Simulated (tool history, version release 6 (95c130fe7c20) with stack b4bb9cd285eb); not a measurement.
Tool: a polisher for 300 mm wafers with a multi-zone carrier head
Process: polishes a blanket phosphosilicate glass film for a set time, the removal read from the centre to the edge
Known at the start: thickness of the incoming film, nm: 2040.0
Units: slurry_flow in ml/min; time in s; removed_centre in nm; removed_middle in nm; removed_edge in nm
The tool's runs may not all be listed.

run 1 hour=0 | slurry_flow=130 centre_zone=1 middle_zone=1 edge_zone=1 slurry_solids=1 time=74 | removed_centre=737.9 removed_middle=735.39 removed_edge=722.79
run 2 hour=5.8 | slurry_flow=130 centre_zone=1 middle_zone=0.99 edge_zone=0.98 slurry_solids=0.95 time=73 | removed_centre=699.64 removed_middle=684.09 removed_edge=689.26
run 3 hour=9.7 | slurry_flow=130 centre_zone=1.01 middle_zone=0.99 edge_zone=0.96 slurry_solids=0.9 time=72 | removed_centre=682.22 removed_middle=659.7 removed_edge=650.86
run 4 hour=10.7 | slurry_flow=130 centre_zone=1.01 middle_zone=0.99 edge_zone=1.01 slurry_solids=0.9 time=72 | removed_centre=680.98 removed_middle=670.82 removed_edge=673.44
run 5 hour=18.2 | slurry_flow=130 centre_zone=1.01 middle_zone=0.99 edge_zone=0.99 slurry_solids=0.85 time=72 | removed_centre=657.57 removed_middle=661.3 removed_edge=641.64
run 6 hour=26.8 | slurry_flow=130 centre_zone=1.09 middle_zone=0.99 edge_zone=0.99 slurry_solids=0.85 time=72 | removed_centre=709.4 removed_middle=661.17 removed_edge=646.59
run 7 hour=35.7 | slurry_flow=130 centre_zone=1.09 middle_zone=0.98 edge_zone=0.97 slurry_solids=0.8 time=72 | removed_centre=682.78 removed_middle=627.24 removed_edge=609.34
run 8 hour=43 | slurry_flow=125 centre_zone=1.08 middle_zone=0.97 edge_zone=0.95 slurry_solids=0.8 time=72 | removed_centre=672.27 removed_middle=623.71 removed_edge=605.49
run 9 hour=46.8 | slurry_flow=125 centre_zone=1.08 middle_zone=0.96 edge_zone=0.94 slurry_solids=0.75 time=72 | removed_centre=659.7 removed_middle=588.9 removed_edge=573.96
run 10 hour=53.5 | slurry_flow=120 centre_zone=1.06 middle_zone=0.95 edge_zone=0.93 slurry_solids=0.75 time=72 | removed_centre=627.75 removed_middle=582.09 removed_edge=573.52
run 11 hour=56.2 | slurry_flow=120 centre_zone=1.06 middle_zone=0.94 edge_zone=0.92 slurry_solids=0.75 time=72 | removed_centre=625.34 removed_middle=565.14 removed_edge=569.44
run 12 hour=59.4 | slurry_flow=120 centre_zone=1.06 middle_zone=0.94 edge_zone=0.91 slurry_solids=0.75 time=72 | removed_centre=618.06 removed_middle=580.94 removed_edge=567.81
run 13 hour=62.7 | slurry_flow=120 centre_zone=1.06 middle_zone=0.93 edge_zone=0.9 slurry_solids=0.75 time=72 | removed_centre=632.45 removed_middle=555.98 removed_edge=565.63
run 14 hour=64.4 | slurry_flow=115 centre_zone=1.06 middle_zone=0.93 edge_zone=0.89 slurry_solids=0.75 time=72 | removed_centre=615.16 removed_middle=551.05 removed_edge=554.86
run 15 hour=69 | slurry_flow=115 centre_zone=1.06 middle_zone=0.93 edge_zone=0.88 slurry_solids=0.75 time=72 | removed_centre=627.72 removed_middle=561.93 removed_edge=560.11
run 16 hour=75.7 | slurry_flow=100 centre_zone=1.05 middle_zone=0.9 edge_zone=0.83 slurry_solids=0.5 time=69 | removed_centre=430.23 removed_middle=381.25 removed_edge=380.4
run 17 hour=82.7 | slurry_flow=110 centre_zone=1.05 middle_zone=0.9 edge_zone=0.84 slurry_solids=0.5 time=69 | removed_centre=438.74 removed_middle=396.11 removed_edge=391.07
run 18 hour=85.3 | slurry_flow=120 centre_zone=1.05 middle_zone=0.9 edge_zone=0.85 slurry_solids=0.5 time=69 | removed_centre=457.55 removed_middle=395.38 removed_edge=399.85
run 19 hour=93.8 | slurry_flow=125 centre_zone=1.05 middle_zone=0.91 edge_zone=0.87 slurry_solids=0.5 time=69 | removed_centre=445.99 removed_middle=396.25 removed_edge=399.44
run 20 hour=98.9 | slurry_flow=125 centre_zone=1.06 middle_zone=0.92 edge_zone=0.89 slurry_solids=0.5 time=69 | removed_centre=458.08 removed_middle=412.23 removed_edge=407.65
run 21 hour=107.7 | slurry_flow=130 centre_zone=1.07 middle_zone=0.92 edge_zone=0.91 slurry_solids=0.5 time=69 | removed_centre=475.86 removed_middle=407.99 removed_edge=412.82
run 22 hour=111.8 | slurry_flow=165 centre_zone=1.01 middle_zone=0.99 edge_zone=1.01 slurry_solids=0.6 time=69 | removed_centre=543.85 removed_middle=533.64 removed_edge=520.88
run 23 hour=115.8 | slurry_flow=160 centre_zone=1.01 middle_zone=0.98 edge_zone=1 slurry_solids=0.6 time=69 | removed_centre=549.64 removed_middle=525.1 removed_edge=516.21

Run 24 comes next. What will it give?
run 24 hour=124.7 | slurry_flow=155 centre_zone=1.01 middle_zone=0.97 edge_zone=0.99 slurry_solids=0.6 time=69 | removed_centre=? removed_middle=? removed_edge=?

Run 24 gave removed_centre 528.49 nm, removed_middle 529.58 nm, removed_edge 508.21 nm.
